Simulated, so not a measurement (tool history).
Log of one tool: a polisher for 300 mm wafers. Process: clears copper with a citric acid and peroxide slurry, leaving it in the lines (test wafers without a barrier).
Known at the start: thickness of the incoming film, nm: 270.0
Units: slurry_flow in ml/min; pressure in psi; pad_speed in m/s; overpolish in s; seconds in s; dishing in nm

{"run": 1, "hour": 0.0, "slurry_flow": 225, "pressure": 2.4, "pad_speed": 0.94, "slurry_solids": 1.0, "overpolish": 18, "seconds": 180.15, "dishing": 12.471}
{"run": 2, "hour": 1.8, "slurry_flow": 225, "pressure": 2.4, "pad_speed": 0.94, "slurry_solids": 1.0, "overpolish": 24, "seconds": 172.18, "dishing": 14.485}
{"run": 3, "hour": 8.8, "slurry_flow": 225, "pressure": 2.4, "pad_speed": 0.94, "slurry_solids": 1.2, "overpolish": 24, "seconds": 173.78, "dishing": 14.944}
{"run": 4, "hour": 14.7, "slurry_flow": 225, "pressure": 2.6, "pad_speed": 0.94, "slurry_solids": 1.2, "overpolish": 24, "seconds": 161.25, "dishing": 15.616}
{"run": 5, "hour": 17.0, "slurry_flow": 225, "pressure": 2.7, "pad_speed": 0.94, "slurry_solids": 1.2, "overpolish": 24, "seconds": 158.33, "dishing": 15.659}
{"run": 6, "hour": 20.0, "slurry_flow": 225, "pressure": 2.8, "pad_speed": 0.94, "slurry_solids": 1.2, "overpolish": 24, "seconds": 149.89, "dishing": 15.84}
{"hour": 24.5, "done": "worn pad replaced by a new one"}
{"run": 7, "hour": 24.5, "slurry_flow": 225, "pressure": 2.9, "pad_speed": 0.94, "slurry_solids": 1.2, "overpolish": 24, "seconds": 132.77, "dishing": 16.632}

Run 8 comes next. What will it give?
{"run": 8, "hour": 26.3, "slurry_flow": 225, "pressure": 3.0, "pad_speed": 0.94, "slurry_solids": 1.2, "overpolish": 25, "seconds": "?", "dishing": "?"}

seconds: 126.42 s
dishing: 17.116 nm
